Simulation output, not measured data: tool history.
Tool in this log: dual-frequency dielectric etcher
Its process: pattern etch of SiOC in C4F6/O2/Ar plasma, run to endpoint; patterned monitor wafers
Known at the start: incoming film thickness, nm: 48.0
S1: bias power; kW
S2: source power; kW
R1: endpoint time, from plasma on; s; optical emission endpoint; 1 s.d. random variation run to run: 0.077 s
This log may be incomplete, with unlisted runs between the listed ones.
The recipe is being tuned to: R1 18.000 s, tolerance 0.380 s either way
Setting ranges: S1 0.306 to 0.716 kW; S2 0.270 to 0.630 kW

run	hour	S1	S2	R1
1	0.0	0.511	0.450	15.047
2	0.6	0.475	0.440	15.466
3	8.8	0.475	0.390	15.879
4	9.8	0.445	0.380	16.498
5	12.9	0.426	0.380	16.558
6	13.9	0.426	0.420	16.269
7	20.1	0.404	0.410	16.586
8	24.1	0.404	0.410	16.641
9	28.4	0.306	0.380	18.523
10	29.9	0.312	0.380	18.584
11	38.1	0.318	0.380	18.508

Next run, 4 choices. One meets every target within its allowed miss, the rest don't. Which?
A	46.3	0.331	0.310	?
B	46.3	0.306	0.340	?
C	46.3	0.306	0.370	?
D	46.3	0.306	0.450	?

move	R1
A	19.096
B	19.170
C	18.775
D	17.848
A: further off than the last run
B: further off than the last run
C: further off than the last run
D: every result lands within tolerance
The move that meets every target is D.

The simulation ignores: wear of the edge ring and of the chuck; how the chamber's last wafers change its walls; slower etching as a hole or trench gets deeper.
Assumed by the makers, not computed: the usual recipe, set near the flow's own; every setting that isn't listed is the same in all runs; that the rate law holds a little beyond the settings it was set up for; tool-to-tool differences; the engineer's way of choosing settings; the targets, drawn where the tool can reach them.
